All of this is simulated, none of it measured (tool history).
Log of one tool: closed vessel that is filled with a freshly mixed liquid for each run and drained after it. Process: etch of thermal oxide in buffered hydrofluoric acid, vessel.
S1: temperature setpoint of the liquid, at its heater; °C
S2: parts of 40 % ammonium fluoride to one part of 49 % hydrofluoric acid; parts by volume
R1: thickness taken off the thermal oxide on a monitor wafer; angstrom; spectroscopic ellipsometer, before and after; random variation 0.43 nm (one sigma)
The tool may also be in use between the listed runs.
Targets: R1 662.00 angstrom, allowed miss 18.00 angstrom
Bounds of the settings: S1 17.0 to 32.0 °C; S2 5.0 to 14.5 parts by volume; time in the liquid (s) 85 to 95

{"run": 1, "hour": 0.0, "S1": 25.0, "S2": 9.0, "time in the liquid (s)": 85, "R1": 1091.4}
{"run": 2, "hour": 6.4, "S1": 25.0, "S2": 9.0, "time in the liquid (s)": 95, "R1": 1236.0}
{"run": 3, "hour": 12.3, "S1": 25.0, "S2": 8.0, "time in the liquid (s)": 95, "R1": 1341.5}
{"run": 4, "hour": 13.1, "S1": 22.0, "S2": 8.0, "time in the liquid (s)": 95, "R1": 1144.4}
{"run": 5, "hour": 22.1, "S1": 22.0, "S2": 8.0, "time in the liquid (s)": 95, "R1": 1137.2}
{"hour": 28.1, "done": "hydrofluoric acid flow meter replaced"}
{"run": 6, "hour": 28.1, "S1": 22.0, "S2": 6.0, "time in the liquid (s)": 95, "R1": 1680.4}
{"run": 7, "hour": 32.4, "S1": 18.0, "S2": 9.0, "time in the liquid (s)": 95, "R1": 884.99}
{"run": 8, "hour": 38.8, "S1": 18.0, "S2": 9.0, "time in the liquid (s)": 95, "R1": 901.98}
{"run": 9, "hour": 43.5, "S1": 17.5, "S2": 9.5, "time in the liquid (s)": 95, "R1": 831.99}
{"run": 10, "hour": 49.4, "S1": 17.5, "S2": 10.0, "time in the liquid (s)": 95, "R1": 807.15}
{"run": 11, "hour": 58.7, "S1": 17.5, "S2": 10.5, "time in the liquid (s)": 95, "R1": 781.39}
{"run": 12, "hour": 63.9, "S1": 17.5, "S2": 11.0, "time in the liquid (s)": 95, "R1": 733.44}
{"run": 13, "hour": 70.5, "S1": 17.5, "S2": 11.5, "time in the liquid (s)": 95, "R1": 707.71}

5 next moves are on the table. One of them brings every result within its allowed miss. Which?
{"run": "A", "hour": 77.1, "S1": 18.5, "S2": 13.0, "time in the liquid (s)": 95, "R1": "?"}
{"run": "B", "hour": 77.1, "S1": 17.5, "S2": 11.5, "time in the liquid (s)": 85, "R1": "?"}
{"run": "C", "hour": 77.1, "S1": 17.0, "S2": 10.5, "time in the liquid (s)": 95, "R1": "?"}
{"run": "D", "hour": 77.1, "S1": 18.0, "S2": 11.5, "time in the liquid (s)": 95, "R1": "?"}
{"run": "E", "hour": 77.1, "S1": 20.5, "S2": 12.5, "time in the liquid (s)": 95, "R1": "?"}

move=A R1=664.53
move=B R1=633.41
move=C R1=751.92
move=D R1=728.34
move=E R1=772.74
A: meets every target
B: takes the result that was furthest off past its target
C: further off than the last run
D: further off than the last run
E: further off than the last run
The right move is A.

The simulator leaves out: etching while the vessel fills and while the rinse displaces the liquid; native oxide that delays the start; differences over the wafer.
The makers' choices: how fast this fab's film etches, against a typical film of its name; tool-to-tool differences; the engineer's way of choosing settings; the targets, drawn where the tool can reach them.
